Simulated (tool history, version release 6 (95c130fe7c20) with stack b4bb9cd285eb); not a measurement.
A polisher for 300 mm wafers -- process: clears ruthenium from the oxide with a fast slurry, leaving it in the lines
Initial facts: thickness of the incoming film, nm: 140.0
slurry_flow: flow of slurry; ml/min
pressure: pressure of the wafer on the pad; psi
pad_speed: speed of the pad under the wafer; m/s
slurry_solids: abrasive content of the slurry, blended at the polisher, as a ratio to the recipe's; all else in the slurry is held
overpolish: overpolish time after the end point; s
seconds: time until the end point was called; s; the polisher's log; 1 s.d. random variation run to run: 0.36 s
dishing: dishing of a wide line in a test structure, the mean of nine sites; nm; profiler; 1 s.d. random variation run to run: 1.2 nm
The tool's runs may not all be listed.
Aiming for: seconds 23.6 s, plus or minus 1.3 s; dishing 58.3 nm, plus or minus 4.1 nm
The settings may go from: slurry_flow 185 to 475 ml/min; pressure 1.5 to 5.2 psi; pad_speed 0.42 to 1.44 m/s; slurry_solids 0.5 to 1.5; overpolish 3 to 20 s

run  hour  slurry_flow  pressure  pad_speed  slurry_solids  overpolish  seconds  dishing
  1     0          305       3.3       0.92              1          10   35.298   30.083
  2   5.2          305       3.3       0.92              1           9   36.931   27.862
  3  12.2          305       2.8       0.92              1           9   43.116   23.665
  4  13.8          305       2.8       0.92              1          12   42.224   30.997
  5  21.2          305       2.8       0.92              1           9   43.197   24.336
  6  23.4          305         3       0.92              1          10    39.86   28.626
  7  28.2          305       3.2       0.92              1          10   36.669   28.897
  8  32.1          305       3.3       0.92              1          11   36.576   32.877
  9  37.8          305       3.4       0.92              1          11   34.696    32.91
 10    40          305       3.5       0.92              1          11   35.109   34.783
 11  48.2          305       3.7       0.92              1          11   32.321   36.119
 12  56.7          305       3.7       0.92              1          11   32.768    36.38
 13  63.6          305       3.8       0.92              1          11   31.549   36.572
 14  71.2          305       3.8       0.92              1          11   32.028   35.035
 15  75.9          305       3.8       0.92              1          11   31.493   36.442
 16    81          305       3.9       0.92              1          11   31.432   37.447
 17  88.5          305       3.9       0.92              1          11   30.456   37.115
 18  92.4          305         4       0.92              1          11   29.831   36.923
 19  94.8          305       4.8       0.96              1          15   24.067   53.701

Which one of the following 5 next-run settings gets every result inside its allowed miss? There is exactly one.
  A  97.2          315       5.2       1.12            0.9          15        ?        ?
  B  97.2          350       4.5       0.94           0.95          19        ?        ?
  C  97.2          295       4.8       0.96           0.85          13        ?        ?
  D  97.2          195       4.2       1.04           1.15          18        ?        ?
  E  97.2          300       4.2       1.22           0.95          17        ?        ?

move  seconds  dishing
   A   20.978   58.528
   B   26.473   58.647
   C   26.127   46.982
   D   25.727   57.833
   E   23.796     58.5
A: the furthest-off result lands on target, but another misses its tolerance
B: the furthest-off result lands on target, but another misses its tolerance
C: misses by more than the last run did
D: the furthest-off result lands on target, but another misses its tolerance
E: all results land within tolerance of their targets
The right move is E.
